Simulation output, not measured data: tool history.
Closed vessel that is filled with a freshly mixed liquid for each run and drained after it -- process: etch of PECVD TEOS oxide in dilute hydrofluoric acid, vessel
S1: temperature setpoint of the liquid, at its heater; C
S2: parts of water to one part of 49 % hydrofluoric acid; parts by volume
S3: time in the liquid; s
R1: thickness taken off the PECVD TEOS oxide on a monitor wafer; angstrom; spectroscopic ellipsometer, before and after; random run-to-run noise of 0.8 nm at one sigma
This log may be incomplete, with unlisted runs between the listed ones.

run 1 hour=0 | S1=25 S2=120 S3=500 | R1=579.44
run 2 hour=2.1 | S1=26.5 S2=115 S3=500 | R1=643.4
run 3 hour=3.7 | S1=26.5 S2=130 S3=500 | R1=554.65
run 4 hour=11.3 | S1=26.5 S2=130 S3=540 | R1=611.43
run 5 hour=18.9 | S1=26.5 S2=175 S3=540 | R1=426.92
run 6 hour=24.2 | S1=25.5 S2=175 S3=540 | R1=412.88
run 7 hour=27 | S1=29.5 S2=125 S3=540 | R1=720.42
run 8 hour=28.6 | S1=30 S2=120 S3=540 | R1=753.14

What will run 9 give?
run 9 hour=34 | S1=30.5 S2=115 S3=540 | R1=?

R1: 814.83 angstrom

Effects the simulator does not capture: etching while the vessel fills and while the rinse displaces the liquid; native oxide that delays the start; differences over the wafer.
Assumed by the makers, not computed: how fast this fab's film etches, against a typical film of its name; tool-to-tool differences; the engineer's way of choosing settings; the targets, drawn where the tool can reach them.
